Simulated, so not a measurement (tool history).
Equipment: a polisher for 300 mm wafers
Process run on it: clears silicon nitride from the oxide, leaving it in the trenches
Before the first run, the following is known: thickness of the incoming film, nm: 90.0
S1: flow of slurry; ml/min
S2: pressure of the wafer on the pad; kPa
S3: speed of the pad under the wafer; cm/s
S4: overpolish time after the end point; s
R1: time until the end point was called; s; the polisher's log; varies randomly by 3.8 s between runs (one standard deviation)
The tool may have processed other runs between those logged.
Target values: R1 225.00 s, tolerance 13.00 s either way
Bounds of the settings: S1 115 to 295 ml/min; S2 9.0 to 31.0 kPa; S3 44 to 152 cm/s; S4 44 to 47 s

Run 1, hour 0.0: S1 190 ml/min, S2 20.0 kPa, S3 98 cm/s, S4 44 s. Result: R1 107.10 s.
Run 2, hour 2.1: S1 190 ml/min, S2 17.2 kPa, S3 94 cm/s, S4 44 s. Result: R1 129.49 s.
Run 3, hour 8.5: S1 190 ml/min, S2 15.2 kPa, S3 92 cm/s, S4 44 s. Result: R1 148.71 s.
Run 4, hour 11.8: S1 190 ml/min, S2 13.8 kPa, S3 90 cm/s, S4 44 s. Result: R1 162.87 s.
Run 5, hour 13.5: S1 190 ml/min, S2 12.4 kPa, S3 88 cm/s, S4 44 s. Result: R1 187.81 s.
Run 6, hour 19.4: S1 190 ml/min, S2 12.4 kPa, S3 88 cm/s, S4 44 s. Result: R1 182.60 s.
Run 7, hour 23.0: S1 190 ml/min, S2 11.7 kPa, S3 88 cm/s, S4 44 s. Result: R1 197.08 s.
Run 8, hour 26.5: S1 190 ml/min, S2 11.0 kPa, S3 88 cm/s, S4 44 s. Result: R1 203.30 s.

Below are 5 possible settings for the next run. Only one of them brings all results inside the allowed miss of their targets. Which is it?
Run A, hour 30.0: S1 115 ml/min, S2 10.3 kPa, S3 110 cm/s, S4 44 s. Result: R1 ?.
Run B, hour 30.0: S1 210 ml/min, S2 13.8 kPa, S3 94 cm/s, S4 47 s. Result: R1 ?.
Run C, hour 30.0: S1 185 ml/min, S2 9.0 kPa, S3 100 cm/s, S4 47 s. Result: R1 ?.
Run D, hour 30.0: S1 165 ml/min, S2 12.4 kPa, S3 100 cm/s, S4 44 s. Result: R1 ?.
Run E, hour 30.0: S1 205 ml/min, S2 10.3 kPa, S3 110 cm/s, S4 47 s. Result: R1 ?.

move      R1
   A  190.45
   B  155.76
   C  223.82
   D  166.96
   E  176.24
A: further off than the last run
B: further off than the last run
C: every result lands within tolerance
D: further off than the last run
E: further off than the last run
The move that meets every target is C.
